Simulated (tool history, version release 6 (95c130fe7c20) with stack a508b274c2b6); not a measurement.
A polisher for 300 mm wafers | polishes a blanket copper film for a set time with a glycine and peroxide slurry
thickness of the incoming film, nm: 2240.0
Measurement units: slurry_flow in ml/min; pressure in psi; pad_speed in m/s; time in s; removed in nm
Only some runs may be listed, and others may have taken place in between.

run 1 hour=0.0 | slurry_flow=160 pressure=2.9 pad_speed=1.00 time=84 | removed=458.32
run 2 hour=8.8 | slurry_flow=165 pressure=3.2 pad_speed=1.00 time=84 | removed=508.37
run 3 hour=14.2 | slurry_flow=170 pressure=3.3 pad_speed=1.00 time=84 | removed=517.36
run 4 hour=17.9 | slurry_flow=170 pressure=3.3 pad_speed=0.76 time=84 | removed=415.37
run 5 hour=23.3 | slurry_flow=170 pressure=3.6 pad_speed=0.78 time=84 | removed=449.75
run 6 hour=27.0 | slurry_flow=175 pressure=3.8 pad_speed=0.80 time=84 | removed=485.59
run 7 hour=34.7 | slurry_flow=180 pressure=4.0 pad_speed=0.82 time=84 | removed=525.71
run 8 hour=39.6 | slurry_flow=185 pressure=4.1 pad_speed=0.82 time=84 | removed=535.80
-- hour=47.4 slurry nozzle cleaned
run 9 hour=47.4 | slurry_flow=185 pressure=4.2 pad_speed=0.84 time=84 | removed=584.08

Forecast run 10:
run 10 hour=54.4 | slurry_flow=190 pressure=4.2 pad_speed=0.84 time=84 | removed=?

Run 10 gave removed 586.81 nm.
